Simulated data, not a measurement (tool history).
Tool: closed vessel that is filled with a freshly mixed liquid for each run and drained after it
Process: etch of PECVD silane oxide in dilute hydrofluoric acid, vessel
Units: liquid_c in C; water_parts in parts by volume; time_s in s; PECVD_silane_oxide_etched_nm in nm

{"run": 1, "day": 0.0, "liquid_c": 23.0, "water_parts": 200, "time_s": 185, "PECVD_silane_oxide_etched_nm": 41.165}
{"run": 2, "day": 0.196, "liquid_c": 25.0, "water_parts": 165, "time_s": 185, "PECVD_silane_oxide_etched_nm": 55.699}
{"run": 3, "day": 0.554, "liquid_c": 26.5, "water_parts": 140, "time_s": 185, "PECVD_silane_oxide_etched_nm": 72.085}
{"run": 4, "day": 0.592, "liquid_c": 27.5, "water_parts": 130, "time_s": 185, "PECVD_silane_oxide_etched_nm": 81.854}
{"run": 5, "day": 0.708, "liquid_c": 28.5, "water_parts": 125, "time_s": 185, "PECVD_silane_oxide_etched_nm": 88.127}
{"day": 0.996, "done": "thermometer replaced"}
{"run": 6, "day": 0.996, "liquid_c": 28.5, "water_parts": 180, "time_s": 185, "PECVD_silane_oxide_etched_nm": 53.573}
{"run": 7, "day": 1.354, "liquid_c": 29.0, "water_parts": 155, "time_s": 185, "PECVD_silane_oxide_etched_nm": 65.062}
{"run": 8, "day": 1.575, "liquid_c": 29.0, "water_parts": 135, "time_s": 185, "PECVD_silane_oxide_etched_nm": 76.906}

Run 9 comes next. What will it give?
{"run": 9, "day": 1.717, "liquid_c": 29.5, "water_parts": 120, "time_s": 185, "PECVD_silane_oxide_etched_nm": "?"}

PECVD_silane_oxide_etched_nm: 89.403 nm

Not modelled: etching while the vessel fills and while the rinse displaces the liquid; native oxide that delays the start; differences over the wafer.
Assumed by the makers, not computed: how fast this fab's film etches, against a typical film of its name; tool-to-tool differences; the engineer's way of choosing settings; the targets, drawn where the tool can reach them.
